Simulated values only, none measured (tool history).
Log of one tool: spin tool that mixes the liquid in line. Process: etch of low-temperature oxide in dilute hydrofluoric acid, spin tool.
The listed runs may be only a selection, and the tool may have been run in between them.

run  hour  temperature setpoint of the liquid (K)  parts of water to one part of 49 % hydrofluoric acid (parts by volume)  time under the liquid (s)  thickness taken off the low-temperature oxide on a monitor wafer (Å)
  1     0                                  299.15                                                                     195                         15                                                                27.459
  2   3.7                                  301.65                                                                     155                         15                                                                39.651
  3     8                                  303.15                                                                     130                         15                                                                52.208
  4  13.5                                  304.15                                                                     120                         15                                                                59.128
  5  19.1                                  304.15                                                                     120                         15                                                                59.357
  6    24                                  304.15                                                                     120                         15                                                                59.194

What does the tool deliver on the next run?
  7  31.2                                  305.15                                                                     115                         15                                                                     ?

{"run 7": {"thickness taken off the low-temperature oxide on a monitor wafer (Å)": 64.478}}

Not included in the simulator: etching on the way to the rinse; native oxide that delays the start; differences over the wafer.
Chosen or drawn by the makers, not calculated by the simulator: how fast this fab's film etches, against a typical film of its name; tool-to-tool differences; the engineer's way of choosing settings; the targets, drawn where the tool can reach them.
